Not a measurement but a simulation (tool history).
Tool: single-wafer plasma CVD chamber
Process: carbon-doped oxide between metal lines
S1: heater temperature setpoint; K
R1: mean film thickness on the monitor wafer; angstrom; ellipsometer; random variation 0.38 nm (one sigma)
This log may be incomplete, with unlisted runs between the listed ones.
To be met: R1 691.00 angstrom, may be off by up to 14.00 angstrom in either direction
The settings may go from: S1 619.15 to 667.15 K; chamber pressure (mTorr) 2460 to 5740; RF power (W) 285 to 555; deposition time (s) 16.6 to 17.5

run 1 day=0.000 | S1=643.15 chamber_pressure_(mTorr)=4100 RF_power_(W)=420 deposition_time_(s)=17.5 | R1=810.22
run 2 day=0.088 | S1=643.15 chamber_pressure_(mTorr)=3710 RF_power_(W)=420 deposition_time_(s)=17.5 | R1=793.35
run 3 day=0.271 | S1=643.15 chamber_pressure_(mTorr)=3180 RF_power_(W)=420 deposition_time_(s)=17.5 | R1=773.55
run 4 day=0.454 | S1=645.15 chamber_pressure_(mTorr)=2940 RF_power_(W)=410 deposition_time_(s)=17.5 | R1=757.26
run 5 day=0.812 | S1=645.15 chamber_pressure_(mTorr)=3300 RF_power_(W)=410 deposition_time_(s)=17.5 | R1=764.41
run 6 day=0.842 | S1=645.15 chamber_pressure_(mTorr)=3300 RF_power_(W)=410 deposition_time_(s)=16.6 | R1=729.92
run 7 day=0.967 | S1=645.15 chamber_pressure_(mTorr)=3300 RF_power_(W)=410 deposition_time_(s)=16.6 | R1=735.41
run 8 day=1.221 | S1=646.15 chamber_pressure_(mTorr)=3080 RF_power_(W)=405 deposition_time_(s)=16.6 | R1=710.93
run 9 day=1.304 | S1=647.15 chamber_pressure_(mTorr)=3010 RF_power_(W)=405 deposition_time_(s)=16.6 | R1=714.41

Which single option among these 5 for the next run brings every result within its allowed miss of target? Just one does.
run A day=1.388 | S1=642.15 chamber_pressure_(mTorr)=2720 RF_power_(W)=370 deposition_time_(s)=17.1 | R1=?
run B day=1.388 | S1=650.15 chamber_pressure_(mTorr)=2580 RF_power_(W)=445 deposition_time_(s)=16.9 | R1=?
run C day=1.388 | S1=653.15 chamber_pressure_(mTorr)=2920 RF_power_(W)=410 deposition_time_(s)=17.5 | R1=?
run D day=1.388 | S1=645.15 chamber_pressure_(mTorr)=3110 RF_power_(W)=410 deposition_time_(s)=17.5 | R1=?
run E day=1.388 | S1=637.15 chamber_pressure_(mTorr)=2580 RF_power_(W)=425 deposition_time_(s)=16.6 | R1=?

move=A R1=691.89
move=B R1=774.72
move=C R1=751.46
move=D R1=769.33
move=E R1=759.45
A: every result lands within tolerance
B: lands further from the targets than the last run did
C: lands further from the targets than the last run did
D: lands further from the targets than the last run did
E: lands further from the targets than the last run did
A meets every target.

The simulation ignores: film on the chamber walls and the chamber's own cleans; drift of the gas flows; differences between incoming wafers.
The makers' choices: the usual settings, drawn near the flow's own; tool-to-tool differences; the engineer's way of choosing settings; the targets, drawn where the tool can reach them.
